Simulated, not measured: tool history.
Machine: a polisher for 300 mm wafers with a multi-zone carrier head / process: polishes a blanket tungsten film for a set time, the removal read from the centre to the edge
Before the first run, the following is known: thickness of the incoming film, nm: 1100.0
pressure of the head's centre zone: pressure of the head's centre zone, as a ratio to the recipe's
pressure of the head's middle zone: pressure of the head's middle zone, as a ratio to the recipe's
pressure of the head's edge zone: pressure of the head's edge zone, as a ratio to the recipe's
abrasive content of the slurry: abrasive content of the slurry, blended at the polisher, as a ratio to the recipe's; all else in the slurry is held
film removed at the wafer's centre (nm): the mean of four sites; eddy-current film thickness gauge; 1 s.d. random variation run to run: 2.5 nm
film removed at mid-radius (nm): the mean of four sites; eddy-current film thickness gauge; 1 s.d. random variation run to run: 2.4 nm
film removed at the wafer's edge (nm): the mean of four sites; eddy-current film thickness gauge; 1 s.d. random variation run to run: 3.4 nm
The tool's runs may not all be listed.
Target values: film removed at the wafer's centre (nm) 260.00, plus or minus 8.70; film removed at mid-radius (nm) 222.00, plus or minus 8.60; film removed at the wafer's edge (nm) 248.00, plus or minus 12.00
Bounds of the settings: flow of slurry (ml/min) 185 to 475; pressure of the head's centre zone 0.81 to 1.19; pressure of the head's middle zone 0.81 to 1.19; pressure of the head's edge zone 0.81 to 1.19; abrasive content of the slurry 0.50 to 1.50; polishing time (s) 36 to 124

run    day  flow of slurry (ml/min)  pressure of the head's centre zone  pressure of the head's middle zone  pressure of the head's edge zone  abrasive content of the slurry  polishing time (s)  film removed at the wafer's centre (nm)  film removed at mid-radius (nm)  film removed at the wafer's edge (nm)
  1  0.000                      305                                1.00                                1.00                              1.00                            1.00                  79                                   362.38                           358.41                                 384.12
  2  0.300                      305                                1.01                                0.97                              0.97                            0.85                  73                                   326.98                           305.22                                 327.41
  3  0.583                      305                                1.01                                0.97                              0.90                            0.85                  73                                   320.77                           311.08                                 320.46
  4  0.796                      305                                1.01                                0.94                              0.89                            0.75                  71                                   308.08                           278.19                                 300.90
  5  1.088                      305                                1.01                                0.93                              0.88                            0.70                  69                                   290.10                           266.49                                 292.07
  6  1.446                      255                                1.01                                0.93                              0.88                            0.70                  69                                   291.12                           268.15                                 274.51
  7  1.608                      250                                1.00                                0.90                              0.88                            0.65                  69                                   278.29                           254.03                                 273.65
  8  1.892                      265                                1.04                                0.85                              0.84                            0.50                  64                                   252.53                           209.26                                 238.08

Which of these 4 next moves meets every target?
  A  2.175                      205                                0.96                                0.85                              0.83                            0.50                  67                                        ?                                ?                                      ?
  B  2.175                      265                                1.00                                0.84                              0.82                            0.50                  68                                        ?                                ?                                      ?
  C  2.175                      380                                0.90                                0.82                              0.96                            0.60                  65                                        ?                                ?                                      ?
  D  2.175                      270                                1.18                                0.84                              0.81                            0.55                  59                                        ?                                ?                                      ?

move  film removed at the wafer's centre (nm)  film removed at mid-radius (nm)  film removed at the wafer's edge (nm)
   A                                   242.65                           220.03                                 248.85
   B                                   261.36                           224.79                                 254.47
   C                                   240.40                           225.02                                 276.84
   D                                   274.46                           199.60                                 224.94
A: the furthest-off result lands on target, but another misses its tolerance
B: all results land within tolerance of their targets
C: the furthest-off result lands on target, but another misses its tolerance
D: lands further from the targets than the last run did
Move B is the one to make.
